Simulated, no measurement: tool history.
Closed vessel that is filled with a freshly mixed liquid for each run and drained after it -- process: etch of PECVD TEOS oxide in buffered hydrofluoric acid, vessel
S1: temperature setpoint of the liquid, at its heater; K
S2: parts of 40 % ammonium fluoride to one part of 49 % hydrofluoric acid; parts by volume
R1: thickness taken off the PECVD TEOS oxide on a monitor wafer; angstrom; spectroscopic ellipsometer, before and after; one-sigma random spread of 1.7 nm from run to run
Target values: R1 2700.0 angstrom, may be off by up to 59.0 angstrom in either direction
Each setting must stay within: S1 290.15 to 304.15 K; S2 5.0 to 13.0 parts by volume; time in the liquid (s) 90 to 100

run 1 hour=0.0 | S1=296.15 S2=8.0 time_in_the_liquid_(s)=90 | R1=1882.0
run 2 hour=4.7 | S1=298.15 S2=8.0 time_in_the_liquid_(s)=90 | R1=2076.9
run 3 hour=6.1 | S1=298.15 S2=8.0 time_in_the_liquid_(s)=100 | R1=2323.1
run 4 hour=8.7 | S1=298.15 S2=8.0 time_in_the_liquid_(s)=100 | R1=2308.0
run 5 hour=15.7 | S1=299.15 S2=8.0 time_in_the_liquid_(s)=100 | R1=2463.4
run 6 hour=22.3 | S1=299.15 S2=9.5 time_in_the_liquid_(s)=100 | R1=2080.8
-- hour=25.2 thermometer replaced
run 7 hour=25.2 | S1=300.65 S2=9.5 time_in_the_liquid_(s)=100 | R1=2400.1
run 8 hour=28.3 | S1=301.15 S2=9.5 time_in_the_liquid_(s)=100 | R1=2477.4
run 9 hour=29.6 | S1=301.65 S2=9.5 time_in_the_liquid_(s)=100 | R1=2558.9

Below are 4 possible settings for the next run. Only one of them brings all results inside the allowed miss of their targets. Which is it?
run A hour=30.9 | S1=303.65 S2=9.0 time_in_the_liquid_(s)=95 | R1=?
run B hour=30.9 | S1=299.65 S2=8.0 time_in_the_liquid_(s)=100 | R1=?
run C hour=30.9 | S1=300.15 S2=8.5 time_in_the_liquid_(s)=100 | R1=?
run D hour=30.9 | S1=301.15 S2=8.5 time_in_the_liquid_(s)=95 | R1=?

move=A R1=2783.0
move=B R1=2693.5
move=C R1=2590.7
move=D R1=2595.8
A: moves the result that the last run missed by most past its target, out the other side
B: in spec on every target
C: gains on the last run, yet a result remains outside its allowed miss
D: gains on the last run, yet a result remains outside its allowed miss
Move B is the one to make.

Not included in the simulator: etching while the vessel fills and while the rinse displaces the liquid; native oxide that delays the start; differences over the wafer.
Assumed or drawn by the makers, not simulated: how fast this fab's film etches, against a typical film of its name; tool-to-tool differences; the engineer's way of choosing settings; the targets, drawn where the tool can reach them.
